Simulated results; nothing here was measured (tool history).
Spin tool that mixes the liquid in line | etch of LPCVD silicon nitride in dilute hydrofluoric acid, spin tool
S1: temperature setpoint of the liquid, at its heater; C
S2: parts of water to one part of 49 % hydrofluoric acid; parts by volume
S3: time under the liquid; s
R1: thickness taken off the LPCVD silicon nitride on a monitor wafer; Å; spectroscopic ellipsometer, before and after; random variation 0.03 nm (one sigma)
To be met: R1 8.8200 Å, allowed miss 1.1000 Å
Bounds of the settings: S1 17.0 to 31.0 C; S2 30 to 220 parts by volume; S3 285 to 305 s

run,day,S1,S2,S3,R1
1,0.000,23.0,125,285,13.1760
2,0.075,23.0,125,305,14.7040
3,0.096,23.0,85,305,20.5730
4,0.408,20.5,85,305,17.5720
5,0.696,20.5,110,305,13.0200
6,0.742,20.5,125,305,11.5560
7,1.088,20.0,125,305,11.6860
8,1.208,19.5,130,305,10.5130
9,1.417,19.0,130,305,11.0600

Which of these 5 next moves meets every target?
A,1.625,17.5,145,305,?
B,1.625,19.0,95,305,?
C,1.625,18.5,190,285,?
D,1.625,21.0,125,300,?
E,1.625,20.5,105,305,?

move,R1
A,8.6381
B,14.4300
C,6.6525
D,12.4360
E,14.4980
A: meets every target
B: further off than the last run
C: takes the result that was furthest off past its target
D: further off than the last run
E: further off than the last run
Answer: A
